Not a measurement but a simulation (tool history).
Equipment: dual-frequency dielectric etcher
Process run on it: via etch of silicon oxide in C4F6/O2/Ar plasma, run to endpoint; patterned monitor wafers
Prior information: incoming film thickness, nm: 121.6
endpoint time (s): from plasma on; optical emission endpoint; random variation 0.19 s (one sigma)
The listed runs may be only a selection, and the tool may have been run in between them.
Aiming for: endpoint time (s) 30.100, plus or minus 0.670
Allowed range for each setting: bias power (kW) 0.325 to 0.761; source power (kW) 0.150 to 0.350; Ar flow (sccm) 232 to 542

run 1 day=0.000 | bias_power_(kW)=0.543 source_power_(kW)=0.250 Ar_flow_(sccm)=387 | endpoint_time_(s)=33.678
run 2 day=0.262 | bias_power_(kW)=0.581 source_power_(kW)=0.250 Ar_flow_(sccm)=385 | endpoint_time_(s)=32.717
run 3 day=0.533 | bias_power_(kW)=0.609 source_power_(kW)=0.250 Ar_flow_(sccm)=384 | endpoint_time_(s)=31.930
run 4 day=0.604 | bias_power_(kW)=0.628 source_power_(kW)=0.250 Ar_flow_(sccm)=383 | endpoint_time_(s)=31.565
run 5 day=0.921 | bias_power_(kW)=0.572 source_power_(kW)=0.250 Ar_flow_(sccm)=383 | endpoint_time_(s)=32.917
run 6 day=1.129 | bias_power_(kW)=0.522 source_power_(kW)=0.250 Ar_flow_(sccm)=383 | endpoint_time_(s)=34.310
run 7 day=1.175 | bias_power_(kW)=0.563 source_power_(kW)=0.250 Ar_flow_(sccm)=382 | endpoint_time_(s)=33.128
run 8 day=1.521 | bias_power_(kW)=0.594 source_power_(kW)=0.250 Ar_flow_(sccm)=381 | endpoint_time_(s)=32.382
run 9 day=1.646 | bias_power_(kW)=0.618 source_power_(kW)=0.250 Ar_flow_(sccm)=380 | endpoint_time_(s)=31.671
-- day=1.817 source power generator calibrated
run 10 day=1.817 | bias_power_(kW)=0.634 source_power_(kW)=0.250 Ar_flow_(sccm)=379 | endpoint_time_(s)=32.004
run 11 day=1.954 | bias_power_(kW)=0.658 source_power_(kW)=0.250 Ar_flow_(sccm)=379 | endpoint_time_(s)=31.013

Below are 5 possible settings for the next run. Only one of them brings all results inside the allowed miss of their targets. Which is it?
run A day=2.092 | bias_power_(kW)=0.672 source_power_(kW)=0.230 Ar_flow_(sccm)=398 | endpoint_time_(s)=?
run B day=2.092 | bias_power_(kW)=0.650 source_power_(kW)=0.320 Ar_flow_(sccm)=388 | endpoint_time_(s)=?
run C day=2.092 | bias_power_(kW)=0.723 source_power_(kW)=0.220 Ar_flow_(sccm)=384 | endpoint_time_(s)=?
run D day=2.092 | bias_power_(kW)=0.602 source_power_(kW)=0.280 Ar_flow_(sccm)=392 | endpoint_time_(s)=?
run E day=2.092 | bias_power_(kW)=0.599 source_power_(kW)=0.260 Ar_flow_(sccm)=277 | endpoint_time_(s)=?

move=A endpoint_time_(s)=32.357
move=B endpoint_time_(s)=28.530
move=C endpoint_time_(s)=31.669
move=D endpoint_time_(s)=31.302
move=E endpoint_time_(s)=30.409
A: its largest miss is bigger than the last run's
B: the result that was furthest off in the last run now lies on the other side of its target
C: its largest miss is bigger than the last run's
D: its largest miss is bigger than the last run's
E: every result lands within tolerance
So the answer is move E, the one that meets all the targets.
